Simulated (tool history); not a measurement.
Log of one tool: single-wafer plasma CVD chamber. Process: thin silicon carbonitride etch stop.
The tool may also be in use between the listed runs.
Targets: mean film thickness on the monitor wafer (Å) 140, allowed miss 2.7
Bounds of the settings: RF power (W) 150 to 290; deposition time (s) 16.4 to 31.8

| run | hour | RF power (W) | deposition time (s) | mean film thickness on the monitor wafer (Å) |
|---|---|---|---|---|
| 1 | 0 | 220 | 24.1 | 155.24 |
| 2 | 7.2 | 220 | 27.3 | 175.18 |
| 3 | 15.1 | 215 | 26.9 | 172.06 |
| 4 | 16.4 | 210 | 26.5 | 168.61 |
| 5 | 18.3 | 195 | 26.5 | 165.18 |
| 6 | 25.5 | 225 | 26.5 | 171.35 |
| 7 | 33.6 | 220 | 26.1 | 168.32 |
| 8 | 38.5 | 215 | 25.8 | 165.58 |
| 9 | 40.6 | 210 | 25.4 | 161.55 |
| 10 | 42.1 | 205 | 25.1 | 158.65 |
| 11 | 50.2 | 200 | 24.9 | 156.88 |
| 12 | 56.5 | 195 | 24.7 | 154.22 |
| 13 | 60 | 190 | 24.5 | 152.19 |
| 14 | 62.3 | 185 | 24.3 | 150.07 |
| 15 | 68 | 185 | 24.2 | 149.43 |
| 16 | 70.5 | 185 | 24.1 | 149.77 |
| 17 | 76.7 | 185 | 24 | 148.34 |
| 18 | 77.3 | 185 | 23.9 | 147.31 |
| 19 | 78.5 | 185 | 23.8 | 147.23 |
|  | 82 | thermocouple changed; heater temperature recalibrated |
| 20 | 82 | 185 | 23.7 | 146.42 |
| 21 | 88.3 | 185 | 23.6 | 145.91 |

Which of these 5 next moves meets every target?
| A | 94.6 | 150 | 22.8 | ? |
| B | 94.6 | 180 | 24 | ? |
| C | 94.6 | 165 | 23.1 | ? |
| D | 94.6 | 185 | 24 | ? |
| E | 94.6 | 190 | 23.4 | ? |

| move | mean film thickness on the monitor wafer (Å) |
|---|---|
| A | 134.58 |
| B | 147.34 |
| C | 139.14 |
| D | 148.23 |
| E | 145.39 |
A: takes the result that was furthest off past its target
B: further off than the last run
C: meets every target
D: further off than the last run
E: nearer than the last run, and not there yet
The right move is C.

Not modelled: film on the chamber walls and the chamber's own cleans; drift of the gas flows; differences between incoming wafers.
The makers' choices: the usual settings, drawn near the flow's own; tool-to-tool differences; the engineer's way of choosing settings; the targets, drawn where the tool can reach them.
